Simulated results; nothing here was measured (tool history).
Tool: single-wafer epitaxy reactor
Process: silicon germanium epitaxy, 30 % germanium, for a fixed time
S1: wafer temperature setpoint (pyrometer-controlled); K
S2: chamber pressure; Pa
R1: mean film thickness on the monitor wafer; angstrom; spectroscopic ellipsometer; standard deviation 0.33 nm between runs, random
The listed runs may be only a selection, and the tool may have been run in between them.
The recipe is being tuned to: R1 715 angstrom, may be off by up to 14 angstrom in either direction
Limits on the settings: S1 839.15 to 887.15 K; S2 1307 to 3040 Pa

run,hour,S1,S2,R1
1,0,863.15,2173,485.3
2,2.2,866.15,2186,511.06
3,4.2,869.15,2200,535.29
4,6,869.15,1880,493.21
5,7.8,869.15,1613,447.07
6,8.3,872.15,1693,483.83
7,9.3,875.15,1773,522.3
8,17.9,877.15,1840,553.94
9,21.6,879.15,1880,573.85
10,22.7,879.15,1880,582.54

Which one of the following 4 next-run settings gets every result inside its allowed miss? There is exactly one.
A,23.8,886.15,2026,?
B,23.8,884.15,2173,?
C,23.8,887.15,2026,?
D,23.8,887.15,2160,?

move,R1
A,674.71
B,680.31
C,685.38
D,710.7
A: closes in on the targets versus the last run, not all within tolerance yet
B: closes in on the targets versus the last run, not all within tolerance yet
C: closes in on the targets versus the last run, not all within tolerance yet
D: in spec on every target
The right move is D.

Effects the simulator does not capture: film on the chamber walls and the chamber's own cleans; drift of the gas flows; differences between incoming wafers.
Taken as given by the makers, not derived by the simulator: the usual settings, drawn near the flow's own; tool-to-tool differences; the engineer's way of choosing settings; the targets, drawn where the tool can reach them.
